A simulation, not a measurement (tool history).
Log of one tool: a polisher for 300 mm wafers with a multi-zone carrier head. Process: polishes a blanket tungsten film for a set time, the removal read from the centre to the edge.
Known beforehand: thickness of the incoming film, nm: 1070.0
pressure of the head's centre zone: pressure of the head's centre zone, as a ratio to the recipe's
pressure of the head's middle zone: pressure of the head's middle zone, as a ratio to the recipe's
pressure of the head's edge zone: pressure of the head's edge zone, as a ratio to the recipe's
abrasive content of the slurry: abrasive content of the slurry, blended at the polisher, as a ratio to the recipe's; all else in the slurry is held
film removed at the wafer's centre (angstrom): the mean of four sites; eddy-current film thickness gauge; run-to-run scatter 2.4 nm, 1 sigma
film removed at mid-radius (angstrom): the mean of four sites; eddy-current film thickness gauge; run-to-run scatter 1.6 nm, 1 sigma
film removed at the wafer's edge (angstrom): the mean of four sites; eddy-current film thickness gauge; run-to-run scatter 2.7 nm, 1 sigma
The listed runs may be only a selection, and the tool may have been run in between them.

run	hour	flow of slurry (ml/min)	pressure of the head's centre zone	pressure of the head's middle zone	pressure of the head's edge zone	abrasive content of the slurry	polishing time (s)	film removed at the wafer's centre (angstrom)	film removed at mid-radius (angstrom)	film removed at the wafer's edge (angstrom)
1	0.0	300	1.00	1.00	1.00	1.00	47	2080.7	2068.1	1984.5
2	4.4	300	1.04	1.00	1.00	1.00	47	2148.5	2019.9	2018.5
3	9.6	300	1.04	0.95	1.00	1.00	47	2145.6	1984.2	2081.9
4	17.8	300	1.04	0.95	1.00	1.00	42	1876.8	1786.5	1790.7
5	22.5	300	1.04	0.95	1.06	1.00	42	1905.2	1790.4	1860.6
6	23.1	300	1.04	0.95	1.06	1.00	38	1733.1	1578.3	1699.6

The next listed run, before its measurement:
7	27.1	305	1.06	0.95	1.07	1.05	38	?	?	?

Run 7 measured film removed at the wafer's centre (angstrom) 1747.6, film removed at mid-radius (angstrom) 1607.8, film removed at the wafer's edge (angstrom) 1727.7.
